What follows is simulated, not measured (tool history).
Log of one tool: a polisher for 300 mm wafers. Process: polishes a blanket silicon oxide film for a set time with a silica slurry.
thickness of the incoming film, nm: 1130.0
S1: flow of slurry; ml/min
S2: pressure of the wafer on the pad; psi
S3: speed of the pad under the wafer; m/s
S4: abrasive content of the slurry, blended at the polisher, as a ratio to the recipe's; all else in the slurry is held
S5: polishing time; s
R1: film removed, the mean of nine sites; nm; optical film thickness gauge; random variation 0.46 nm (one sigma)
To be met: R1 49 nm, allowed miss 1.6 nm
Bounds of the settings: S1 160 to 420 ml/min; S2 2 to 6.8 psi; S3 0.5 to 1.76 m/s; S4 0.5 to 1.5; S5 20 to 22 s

| run | hour | S1 | S2 | S3 | S4 | S5 | R1 |
|---|---|---|---|---|---|---|---|
| 1 | 0 | 270 | 4.4 | 1.12 | 1 | 22 | 73.813 |
| 2 | 0.6 | 270 | 4.2 | 1.12 | 1 | 22 | 71.185 |
| 3 | 1.1 | 270 | 4.2 | 1.38 | 1 | 22 | 77.005 |
| 4 | 5.7 | 330 | 4.2 | 1.38 | 1 | 22 | 78.148 |
| 5 | 9.7 | 330 | 4.2 | 1.38 | 0.8 | 22 | 66.672 |
| 6 | 13.9 | 330 | 4 | 1.38 | 0.8 | 22 | 64.048 |
| 7 | 18.8 | 330 | 3.9 | 1.38 | 0.8 | 22 | 62.6 |
| 8 | 23.6 | 330 | 3.8 | 1.38 | 0.8 | 22 | 60.105 |
| 9 | 28.9 | 330 | 3.7 | 1.38 | 0.8 | 22 | 59.697 |
| 10 | 31.6 | 330 | 3.6 | 1.38 | 0.8 | 22 | 58.349 |
| 11 | 35 | 330 | 3.5 | 1.38 | 0.8 | 22 | 56.89 |
| 12 | 38.5 | 330 | 3.4 | 1.38 | 0.8 | 22 | 54.279 |
| 13 | 43.8 | 330 | 3.2 | 1.38 | 0.8 | 22 | 51.803 |
| 14 | 46.1 | 325 | 2.9 | 1.38 | 0.8 | 22 | 46.812 |

Which of these 5 next moves meets every target?
| A | 48.4 | 365 | 2.3 | 1.18 | 1.1 | 22 | ? |
| B | 48.4 | 305 | 2.7 | 1.26 | 0.9 | 21 | ? |
| C | 48.4 | 285 | 3.1 | 1.48 | 0.8 | 21 | ? |
| D | 48.4 | 330 | 3.2 | 0.98 | 0.95 | 20 | ? |
| E | 48.4 | 295 | 3.2 | 1.22 | 0.85 | 20 | ? |

| move | R1 |
|---|---|
| A | 43.45 |
| B | 43.095 |
| C | 48.352 |
| D | 44.806 |
| E | 45.336 |
A: further off than the last run
B: further off than the last run
C: meets every target
D: further off than the last run
E: further off than the last run
The right move is C.
